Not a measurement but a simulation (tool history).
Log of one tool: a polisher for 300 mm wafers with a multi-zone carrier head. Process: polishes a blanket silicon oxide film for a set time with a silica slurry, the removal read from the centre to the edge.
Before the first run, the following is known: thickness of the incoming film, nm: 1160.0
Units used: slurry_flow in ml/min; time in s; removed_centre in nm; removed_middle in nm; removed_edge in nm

Run 1, hour 0: slurry_flow 215 ml/min, centre_zone 1, middle_zone 1, edge_zone 1, slurry_solids 1, time 40 s. Result: removed_centre 81.129 nm, removed_middle 85.914 nm, removed_edge 86.03 nm.
Run 2, hour 1.7: slurry_flow 215 ml/min, centre_zone 1.07, middle_zone 1, edge_zone 1, slurry_solids 1, time 40 s. Result: removed_centre 90.906 nm, removed_middle 86.287 nm, removed_edge 84.357 nm.
Run 3, hour 5.1: slurry_flow 215 ml/min, centre_zone 1.07, middle_zone 1, edge_zone 1, slurry_solids 1, time 49 s. Result: removed_centre 109.06 nm, removed_middle 105.83 nm, removed_edge 104.54 nm.
Run 4, hour 11: slurry_flow 215 ml/min, centre_zone 0.99, middle_zone 1, edge_zone 1, slurry_solids 1, time 49 s. Result: removed_centre 98.99 nm, removed_middle 106.7 nm, removed_edge 104.53 nm.
Run 5, hour 16.7: slurry_flow 210 ml/min, centre_zone 0.99, middle_zone 0.98, edge_zone 0.99, slurry_solids 0.95, time 46 s. Result: removed_centre 92.11 nm, removed_middle 94.992 nm, removed_edge 95.183 nm.
Run 6, hour 24.7: slurry_flow 210 ml/min, centre_zone 0.99, middle_zone 1.03, edge_zone 0.99, slurry_solids 0.95, time 46 s. Result: removed_centre 92.396 nm, removed_middle 99.887 nm, removed_edge 95.51 nm.
Run 7, hour 33.3: slurry_flow 205 ml/min, centre_zone 0.98, middle_zone 1.01, edge_zone 0.98, slurry_solids 0.9, time 44 s. Result: removed_centre 84.069 nm, removed_middle 93.792 nm, removed_edge 88.181 nm.
Run 8, hour 34.8: slurry_flow 200 ml/min, centre_zone 1.08, middle_zone 0.91, edge_zone 1.08, slurry_solids 0.65, time 33 s. Result: removed_centre 61.99 nm, removed_middle 56.105 nm, removed_edge 60.934 nm.
Run 9, hour 41.8: slurry_flow 200 ml/min, centre_zone 1.07, middle_zone 0.9, edge_zone 1.07, slurry_solids 0.65, time 33 s. Result: removed_centre 60.323 nm, removed_middle 55.428 nm, removed_edge 61.546 nm.
Run 10, hour 46.9: slurry_flow 200 ml/min, centre_zone 1.07, middle_zone 0.9, edge_zone 1.06, slurry_solids 0.65, time 32 s. Result: removed_centre 57.289 nm, removed_middle 52.801 nm, removed_edge 59.097 nm.
Run 11, hour 49: slurry_flow 200 ml/min, centre_zone 1.08, middle_zone 0.9, edge_zone 1.04, slurry_solids 0.65, time 32 s. Result: removed_centre 58.999 nm, removed_middle 53.076 nm, removed_edge 58.869 nm.
Run 12, hour 51.3: slurry_flow 200 ml/min, centre_zone 1.08, middle_zone 0.9, edge_zone 1.03, slurry_solids 0.65, time 32 s. Result: removed_centre 60.633 nm, removed_middle 53.748 nm, removed_edge 57.239 nm.
Run 13, hour 58: slurry_flow 200 ml/min, centre_zone 1.07, middle_zone 0.89, edge_zone 1.02, slurry_solids 0.65, time 32 s. Result: removed_centre 57.935 nm, removed_middle 52.953 nm, removed_edge 57.669 nm.

Run 14, settings as shown, results not yet in. Your forecast:
Run 14, hour 59.1: slurry_flow 190 ml/min, centre_zone 1.07, middle_zone 0.85, edge_zone 0.94, slurry_solids 0.5, time 30 s. Result: removed_centre ?, removed_middle ?, removed_edge ?.

removed_centre: 48.007 nm
removed_middle: 42.021 nm
removed_edge: 46.167 nm
